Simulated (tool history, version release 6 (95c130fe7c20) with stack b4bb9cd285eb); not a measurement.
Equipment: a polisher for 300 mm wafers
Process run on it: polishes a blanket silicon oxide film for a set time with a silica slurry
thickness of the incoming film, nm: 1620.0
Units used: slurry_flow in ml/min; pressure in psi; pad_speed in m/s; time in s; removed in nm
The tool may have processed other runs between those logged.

Run 1, day 0: slurry_flow 170 ml/min, pressure 5.4 psi, pad_speed 1.56 m/s, slurry_solids 1, time 105 s. Result: removed 328 nm.
Run 2, day 0.062: slurry_flow 170 ml/min, pressure 4.6 psi, pad_speed 1.56 m/s, slurry_solids 1, time 105 s. Result: removed 282.43 nm.
Run 3, day 0.254: slurry_flow 170 ml/min, pressure 5.3 psi, pad_speed 1.58 m/s, slurry_solids 1, time 105 s. Result: removed 332.41 nm.
Run 4, day 0.45: slurry_flow 170 ml/min, pressure 5.3 psi, pad_speed 1.58 m/s, slurry_solids 0.9, time 105 s. Result: removed 310.29 nm.
Run 5, day 0.7: slurry_flow 170 ml/min, pressure 5.3 psi, pad_speed 1.24 m/s, slurry_solids 0.9, time 105 s. Result: removed 276.47 nm.
Run 6, day 0.792: slurry_flow 170 ml/min, pressure 4 psi, pad_speed 1.24 m/s, slurry_solids 0.9, time 105 s. Result: removed 214.85 nm.
Run 7, day 1.162: slurry_flow 170 ml/min, pressure 5 psi, pad_speed 1.28 m/s, slurry_solids 0.9, time 105 s. Result: removed 264.21 nm.
Run 8, day 1.288: slurry_flow 170 ml/min, pressure 5.7 psi, pad_speed 1.3 m/s, slurry_solids 0.9, time 105 s. Result: removed 305.39 nm.
Run 9, day 1.608: slurry_flow 175 ml/min, pressure 7.2 psi, pad_speed 1.38 m/s, slurry_solids 0.9, time 105 s. Result: removed 397.37 nm.
Run 10, day 1.788: slurry_flow 175 ml/min, pressure 7.4 psi, pad_speed 1.38 m/s, slurry_solids 0.9, time 105 s. Result: removed 414.56 nm.
Run 11, day 1.967: slurry_flow 175 ml/min, pressure 7.4 psi, pad_speed 1.38 m/s, slurry_solids 0.9, time 105 s. Result: removed 406.21 nm.
Run 12, day 2.271: slurry_flow 175 ml/min, pressure 7.6 psi, pad_speed 1.38 m/s, slurry_solids 0.9, time 105 s. Result: removed 424.85 nm.

Predict the results of run 13:
Run 13, day 2.6: slurry_flow 175 ml/min, pressure 7.7 psi, pad_speed 1.38 m/s, slurry_solids 0.9, time 105 s. Result: removed ?.

Run 13 produced removed 430.66 nm.
